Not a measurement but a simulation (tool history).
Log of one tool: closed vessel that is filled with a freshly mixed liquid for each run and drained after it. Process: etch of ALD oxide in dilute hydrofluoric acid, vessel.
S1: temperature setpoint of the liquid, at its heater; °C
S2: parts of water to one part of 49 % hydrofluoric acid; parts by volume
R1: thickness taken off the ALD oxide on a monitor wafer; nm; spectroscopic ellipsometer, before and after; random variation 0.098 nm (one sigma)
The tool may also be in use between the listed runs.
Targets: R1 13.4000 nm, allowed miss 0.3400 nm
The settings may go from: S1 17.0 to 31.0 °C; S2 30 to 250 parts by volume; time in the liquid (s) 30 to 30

{"run": 1, "hour": 0.0, "S1": 23.0, "S2": 140, "time in the liquid (s)": 30, "R1": 5.6603}
{"run": 2, "hour": 7.8, "S1": 23.0, "S2": 140, "time in the liquid (s)": 30, "R1": 5.6832}
{"run": 3, "hour": 11.4, "S1": 26.5, "S2": 140, "time in the liquid (s)": 30, "R1": 6.4968}
{"run": 4, "hour": 16.9, "S1": 26.5, "S2": 110, "time in the liquid (s)": 30, "R1": 8.5292}
{"run": 5, "hour": 21.9, "S1": 26.5, "S2": 110, "time in the liquid (s)": 30, "R1": 8.3944}
{"run": 6, "hour": 27.6, "S1": 27.5, "S2": 100, "time in the liquid (s)": 30, "R1": 10.007}
{"run": 7, "hour": 35.2, "S1": 28.5, "S2": 95, "time in the liquid (s)": 30, "R1": 10.791}
{"run": 8, "hour": 44.3, "S1": 29.0, "S2": 90, "time in the liquid (s)": 30, "R1": 11.831}
{"run": 9, "hour": 48.6, "S1": 29.5, "S2": 90, "time in the liquid (s)": 30, "R1": 11.968}
{"run": 10, "hour": 52.1, "S1": 30.0, "S2": 90, "time in the liquid (s)": 30, "R1": 12.31}
{"run": 11, "hour": 57.1, "S1": 30.5, "S2": 90, "time in the liquid (s)": 30, "R1": 12.663}
{"run": 12, "hour": 60.0, "S1": 31.0, "S2": 90, "time in the liquid (s)": 30, "R1": 12.908}

Which of these 5 next moves meets every target?
{"run": "A", "hour": 62.9, "S1": 31.0, "S2": 80, "time in the liquid (s)": 30, "R1": "?"}
{"run": "B", "hour": 62.9, "S1": 30.5, "S2": 85, "time in the liquid (s)": 30, "R1": "?"}
{"run": "C", "hour": 62.9, "S1": 30.0, "S2": 80, "time in the liquid (s)": 30, "R1": "?"}
{"run": "D", "hour": 62.9, "S1": 29.0, "S2": 85, "time in the liquid (s)": 30, "R1": "?"}
{"run": "E", "hour": 62.9, "S1": 30.5, "S2": 90, "time in the liquid (s)": 30, "R1": "?"}

move=A R1=14.5410
move=B R1=13.3310
move=C R1=13.9990
move=D R1=12.5900
move=E R1=12.4980
A: takes the result that was furthest off past its target
B: meets every target
C: takes the result that was furthest off past its target
D: further off than the last run
E: further off than the last run
The right move is B.
